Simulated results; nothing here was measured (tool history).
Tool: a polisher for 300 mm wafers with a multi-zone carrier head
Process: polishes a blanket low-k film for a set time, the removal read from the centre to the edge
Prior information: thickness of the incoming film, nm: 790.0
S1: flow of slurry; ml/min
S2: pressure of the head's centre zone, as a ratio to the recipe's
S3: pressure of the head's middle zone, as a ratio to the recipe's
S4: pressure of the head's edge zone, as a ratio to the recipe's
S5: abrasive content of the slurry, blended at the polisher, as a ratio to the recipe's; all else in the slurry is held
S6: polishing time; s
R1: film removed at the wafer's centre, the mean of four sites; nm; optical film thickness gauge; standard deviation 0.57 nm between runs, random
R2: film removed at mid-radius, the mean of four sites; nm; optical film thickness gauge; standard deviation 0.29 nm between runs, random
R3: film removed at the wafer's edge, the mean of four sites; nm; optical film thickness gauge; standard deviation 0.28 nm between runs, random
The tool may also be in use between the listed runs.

run 1 day=0.000 | S1=235 S2=1.00 S3=1.00 S4=1.00 S5=1.00 S6=77 | R1=29.512 R2=28.878 R3=30.060
run 2 day=0.304 | S1=235 S2=1.00 S3=1.00 S4=1.04 S5=1.00 S6=77 | R1=29.377 R2=29.110 R3=29.961
run 3 day=0.383 | S1=245 S2=1.03 S3=1.00 S4=1.03 S5=1.05 S6=77 | R1=31.574 R2=30.173 R3=30.850
run 4 day=0.508 | S1=245 S2=1.03 S3=1.00 S4=1.03 S5=1.20 S6=77 | R1=33.388 R2=31.047 R3=32.368
run 5 day=0.733 | S1=250 S2=1.05 S3=1.00 S4=1.03 S5=1.20 S6=77 | R1=34.308 R2=31.161 R3=32.160
run 6 day=0.979 | S1=255 S2=1.06 S3=1.00 S4=1.04 S5=1.20 S6=77 | R1=33.939 R2=31.574 R3=32.754
run 7 day=1.225 | S1=255 S2=1.08 S3=1.00 S4=1.02 S5=1.25 S6=77 | R1=36.702 R2=31.980 R3=32.874
run 8 day=1.267 | S1=260 S2=1.09 S3=1.00 S4=1.02 S5=1.25 S6=77 | R1=36.656 R2=31.909 R3=32.940
run 9 day=1.525 | S1=265 S2=1.10 S3=1.00 S4=1.02 S5=1.25 S6=77 | R1=35.776 R2=32.315 R3=32.926
run 10 day=1.858 | S1=260 S2=1.11 S3=1.00 S4=1.02 S5=1.30 S6=77 | R1=36.504 R2=32.698 R3=33.659
run 11 day=2.029 | S1=270 S2=1.12 S3=1.00 S4=1.01 S5=1.30 S6=77 | R1=37.787 R2=32.695 R3=33.245

Predict the results of run 12:
run 12 day=2.088 | S1=275 S2=1.13 S3=1.00 S4=1.01 S5=1.30 S6=77 | R1=? R2=? R3=?

{"run 12": {"R1": 38.421, "R2": 32.403, "R3": 33.116}}

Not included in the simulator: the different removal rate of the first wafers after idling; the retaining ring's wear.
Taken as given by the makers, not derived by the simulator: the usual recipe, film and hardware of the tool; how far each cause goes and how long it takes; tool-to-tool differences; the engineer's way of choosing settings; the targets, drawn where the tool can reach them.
